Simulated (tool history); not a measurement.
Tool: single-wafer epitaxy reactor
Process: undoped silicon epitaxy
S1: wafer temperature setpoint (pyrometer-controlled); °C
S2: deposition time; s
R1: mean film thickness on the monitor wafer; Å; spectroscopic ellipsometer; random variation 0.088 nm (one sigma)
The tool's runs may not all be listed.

run 1 hour=0.0 | S1=660 S2=167 | R1=338.94
run 2 hour=4.8 | S1=660 S2=189 | R1=384.43
run 3 hour=10.0 | S1=656 S2=189 | R1=346.18
run 4 hour=11.9 | S1=656 S2=211 | R1=387.66
-- hour=14.6 pyrometer calibrated
run 5 hour=14.6 | S1=665 S2=211 | R1=521.98
run 6 hour=18.6 | S1=663 S2=211 | R1=496.52

The next listed run, before its measurement:
run 7 hour=26.8 | S1=661 S2=211 | R1=?

Run 7 gave R1 473.29 Å.

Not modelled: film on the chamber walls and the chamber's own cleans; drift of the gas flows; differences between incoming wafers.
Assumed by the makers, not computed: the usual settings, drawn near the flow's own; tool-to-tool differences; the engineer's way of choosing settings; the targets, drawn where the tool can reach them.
